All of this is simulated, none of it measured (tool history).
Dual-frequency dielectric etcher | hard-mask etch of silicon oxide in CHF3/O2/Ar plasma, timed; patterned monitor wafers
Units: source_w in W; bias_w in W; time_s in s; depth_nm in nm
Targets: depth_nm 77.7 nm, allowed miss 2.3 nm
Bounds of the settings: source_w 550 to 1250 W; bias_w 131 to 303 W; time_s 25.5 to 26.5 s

run 1 hour=0 | source_w=900 bias_w=217 time_s=25.5 | depth_nm=65.798
run 2 hour=3.4 | source_w=900 bias_w=195 time_s=25.5 | depth_nm=61.706
run 3 hour=9.7 | source_w=980 bias_w=195 time_s=25.5 | depth_nm=64.921
run 4 hour=14.9 | source_w=910 bias_w=195 time_s=25.5 | depth_nm=62.599
run 5 hour=22.6 | source_w=940 bias_w=199 time_s=25.5 | depth_nm=64.872
run 6 hour=23.8 | source_w=1000 bias_w=199 time_s=25.5 | depth_nm=65.507
run 7 hour=26.7 | source_w=1020 bias_w=204 time_s=25.5 | depth_nm=66.475
run 8 hour=32.1 | source_w=1030 bias_w=209 time_s=25.5 | depth_nm=67.595
run 9 hour=34.5 | source_w=1040 bias_w=213 time_s=25.5 | depth_nm=68.033
run 10 hour=42.7 | source_w=1050 bias_w=217 time_s=25.5 | depth_nm=69.356
run 11 hour=44.6 | source_w=1060 bias_w=220 time_s=25.5 | depth_nm=70.15

5 next moves are on the table. One of them brings every result within its allowed miss. Which?
run A hour=46.5 | source_w=1060 bias_w=227 time_s=26.5 | depth_nm=?
run B hour=46.5 | source_w=990 bias_w=141 time_s=26.5 | depth_nm=?
run C hour=46.5 | source_w=920 bias_w=245 time_s=26.5 | depth_nm=?
run D hour=46.5 | source_w=1140 bias_w=210 time_s=26.5 | depth_nm=?
run E hour=46.5 | source_w=1130 bias_w=240 time_s=26.5 | depth_nm=?

move=A depth_nm=73.413
move=B depth_nm=58.545
move=C depth_nm=72.292
move=D depth_nm=72.843
move=E depth_nm=76.817
A: nearer than the last run, and not there yet
B: further off than the last run
C: nearer than the last run, and not there yet
D: nearer than the last run, and not there yet
E: meets every target
Move E is the one to make.
